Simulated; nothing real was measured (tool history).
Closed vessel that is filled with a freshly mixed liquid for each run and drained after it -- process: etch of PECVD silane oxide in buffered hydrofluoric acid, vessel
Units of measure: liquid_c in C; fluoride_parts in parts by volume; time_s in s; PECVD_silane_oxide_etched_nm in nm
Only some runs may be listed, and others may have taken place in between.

run	day	liquid_c	fluoride_parts	time_s	PECVD_silane_oxide_etched_nm
1	0.000	20.0	8.0	95	394.08
2	0.138	19.5	8.5	95	360.30
3	0.479	19.0	9.0	95	325.85
4	0.588	19.0	9.0	95	328.62
5	0.958	18.5	9.0	95	318.97
6	1.033	17.0	9.0	95	292.00

Predict the results of run 7:
7	1.275	17.0	9.0	95	?

PECVD_silane_oxide_etched_nm: 293.26 nm

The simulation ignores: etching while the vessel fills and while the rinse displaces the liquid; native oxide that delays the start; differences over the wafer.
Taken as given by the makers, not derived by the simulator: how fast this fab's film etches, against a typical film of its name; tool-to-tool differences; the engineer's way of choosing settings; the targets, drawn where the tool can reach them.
